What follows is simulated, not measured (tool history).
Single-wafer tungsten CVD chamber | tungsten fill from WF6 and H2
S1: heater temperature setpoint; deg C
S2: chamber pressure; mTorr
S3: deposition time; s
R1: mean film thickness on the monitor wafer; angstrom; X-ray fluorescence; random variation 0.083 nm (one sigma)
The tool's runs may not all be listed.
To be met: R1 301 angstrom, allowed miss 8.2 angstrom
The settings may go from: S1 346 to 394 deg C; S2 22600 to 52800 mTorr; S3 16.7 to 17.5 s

run  hour   S1     S2    S3      R1
  1     0  370  37700  17.5  348.93
  2   2.7  370  44400  17.5  375.85
  3   9.2  370  51000  17.5  403.19
  4    10  366  50800  17.5  364.21
  5  12.9  366  50800  17.5  364.04
  6  20.8  364  50700  17.5  344.71
  7  22.2  363  50600  17.5  337.16
  8  27.9  362  50500  17.5  329.21
  9  34.6  361  50500  17.5  321.37
 10    37  361  50500  17.5  321.17
 11  43.2  360  50500  17.5  314.21

4 next moves are on the table. One of them brings every result within its allowed miss. Which?
  A  49.4  359  47300  16.8   ?
  B  49.4  360  47100  17.3   ?
  C  49.4  357  47000  17.2   ?
  D  49.4  359  48600  16.7   ?

move      R1
   A  282.09
   B  297.34
   C  273.71
   D  284.09
A: takes the result that was furthest off past its target
B: meets every target
C: takes the result that was furthest off past its target
D: takes the result that was furthest off past its target
Move B is the one to make.

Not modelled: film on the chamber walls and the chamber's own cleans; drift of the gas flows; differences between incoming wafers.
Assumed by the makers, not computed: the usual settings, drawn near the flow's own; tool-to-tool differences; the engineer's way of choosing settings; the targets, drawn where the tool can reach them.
